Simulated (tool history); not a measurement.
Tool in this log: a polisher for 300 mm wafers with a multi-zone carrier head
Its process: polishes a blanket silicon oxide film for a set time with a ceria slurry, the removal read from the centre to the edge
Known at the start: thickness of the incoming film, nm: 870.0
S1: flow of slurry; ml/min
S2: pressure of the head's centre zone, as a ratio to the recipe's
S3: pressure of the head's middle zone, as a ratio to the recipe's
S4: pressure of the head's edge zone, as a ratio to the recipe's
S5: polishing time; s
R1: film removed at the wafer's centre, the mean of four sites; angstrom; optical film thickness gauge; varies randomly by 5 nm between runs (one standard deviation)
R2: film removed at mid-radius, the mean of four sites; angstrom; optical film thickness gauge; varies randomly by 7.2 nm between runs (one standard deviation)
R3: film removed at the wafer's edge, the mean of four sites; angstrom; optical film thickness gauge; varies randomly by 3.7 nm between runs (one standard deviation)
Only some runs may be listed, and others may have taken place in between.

{"run": 1, "day": 0.0, "S1": 310, "S2": 1, "S3": 1, "S4": 1, "S5": 79, "R1": 3552.5, "R2": 3553.9, "R3": 3620.8}
{"run": 2, "day": 0.179, "S1": 310, "S2": 1, "S3": 1, "S4": 0.95, "S5": 79, "R1": 3602.9, "R2": 3647.6, "R3": 3510.7}
{"run": 3, "day": 0.554, "S1": 310, "S2": 0.99, "S3": 1.02, "S4": 0.97, "S5": 81, "R1": 3588.8, "R2": 3736.4, "R3": 3619.6}
{"run": 4, "day": 0.888, "S1": 310, "S2": 0.93, "S3": 1.02, "S4": 0.97, "S5": 81, "R1": 3424.8, "R2": 3675.7, "R3": 3610.4}
{"run": 5, "day": 1.029, "S1": 310, "S2": 0.93, "S3": 1.04, "S4": 0.98, "S5": 83, "R1": 3483.3, "R2": 3898.2, "R3": 3748.4}
{"run": 6, "day": 1.175, "S1": 310, "S2": 0.93, "S3": 1.04, "S4": 0.98, "S5": 102, "R1": 4296.8, "R2": 4753.4, "R3": 4591.7}
{"run": 7, "day": 1.288, "S1": 310, "S2": 0.92, "S3": 1.05, "S4": 0.98, "S5": 102, "R1": 4320.5, "R2": 4785, "R3": 4591.3}

Run 8, settings as shown, results not yet in. Your forecast:
{"run": 8, "day": 1.583, "S1": 310, "S2": 0.92, "S3": 1.05, "S4": 0.98, "S5": 102, "R1": "?", "R2": "?", "R3": "?"}

R1: 4198.6 angstrom
R2: 4969.2 angstrom
R3: 4673.6 angstrom
